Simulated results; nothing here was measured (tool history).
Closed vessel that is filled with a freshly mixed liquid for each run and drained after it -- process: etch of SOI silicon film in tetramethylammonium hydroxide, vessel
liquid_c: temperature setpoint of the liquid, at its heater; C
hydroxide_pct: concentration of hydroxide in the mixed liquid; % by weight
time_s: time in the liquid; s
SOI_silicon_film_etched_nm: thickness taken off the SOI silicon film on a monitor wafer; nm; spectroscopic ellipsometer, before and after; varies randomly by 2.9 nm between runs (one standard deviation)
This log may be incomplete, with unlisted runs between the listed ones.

{"run": 1, "hour": 0.0, "liquid_c": 65.0, "hydroxide_pct": 10.0, "time_s": 105, "SOI_silicon_film_etched_nm": 625.01}
{"run": 2, "hour": 1.6, "liquid_c": 65.0, "hydroxide_pct": 11.0, "time_s": 105, "SOI_silicon_film_etched_nm": 605.42}
{"run": 3, "hour": 2.3, "liquid_c": 65.0, "hydroxide_pct": 9.5, "time_s": 105, "SOI_silicon_film_etched_nm": 636.85}
{"run": 4, "hour": 9.8, "liquid_c": 65.0, "hydroxide_pct": 9.5, "time_s": 110, "SOI_silicon_film_etched_nm": 667.47}
{"run": 5, "hour": 14.1, "liquid_c": 65.0, "hydroxide_pct": 9.5, "time_s": 110, "SOI_silicon_film_etched_nm": 669.73}
{"run": 6, "hour": 20.0, "liquid_c": 65.0, "hydroxide_pct": 9.5, "time_s": 105, "SOI_silicon_film_etched_nm": 636.82}
{"run": 7, "hour": 27.2, "liquid_c": 66.5, "hydroxide_pct": 9.5, "time_s": 105, "SOI_silicon_film_etched_nm": 699.47}
{"run": 8, "hour": 29.7, "liquid_c": 67.5, "hydroxide_pct": 9.5, "time_s": 105, "SOI_silicon_film_etched_nm": 739.74}

For run 9, what comes out?
{"run": 9, "hour": 32.8, "liquid_c": 68.5, "hydroxide_pct": 9.5, "time_s": 105, "SOI_silicon_film_etched_nm": "?"}

SOI_silicon_film_etched_nm: 788.03 nm
